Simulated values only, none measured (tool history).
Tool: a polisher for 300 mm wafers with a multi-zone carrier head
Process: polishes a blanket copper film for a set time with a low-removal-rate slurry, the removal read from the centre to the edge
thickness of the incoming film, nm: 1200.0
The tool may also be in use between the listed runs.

run,hour,flow of slurry (ml/min),pressure of the head's centre zone,pressure of the head's middle zone,pressure of the head's edge zone,abrasive content of the slurry,polishing time (s),film removed at the wafer's centre (angstrom),film removed at mid-radius (angstrom),film removed at the wafer's edge (angstrom)
1,0.0,290,1.00,1.00,1.00,1.0,47,2179.1,2228.3,2126.6
2,4.0,290,1.00,1.00,0.96,1.0,47,2199.8,2253.6,2114.5
3,4.7,290,1.00,1.00,0.96,0.8,47,2021.4,2086.5,1955.1
4,7.5,290,1.00,1.00,0.96,0.6,47,1797.7,1838.4,1755.5
5,15.6,285,0.99,0.97,0.94,0.6,45,1705.1,1743.2,1673.6
6,21.5,280,0.99,0.94,0.93,0.6,43,1654.3,1631.5,1591.9

Forecast run 7:
7,25.5,275,0.98,0.91,0.92,0.6,42,?,?,?

Run 7 gave film removed at the wafer's centre (angstrom) 1617.9, film removed at mid-radius (angstrom) 1524.8, film removed at the wafer's edge (angstrom) 1540.1.

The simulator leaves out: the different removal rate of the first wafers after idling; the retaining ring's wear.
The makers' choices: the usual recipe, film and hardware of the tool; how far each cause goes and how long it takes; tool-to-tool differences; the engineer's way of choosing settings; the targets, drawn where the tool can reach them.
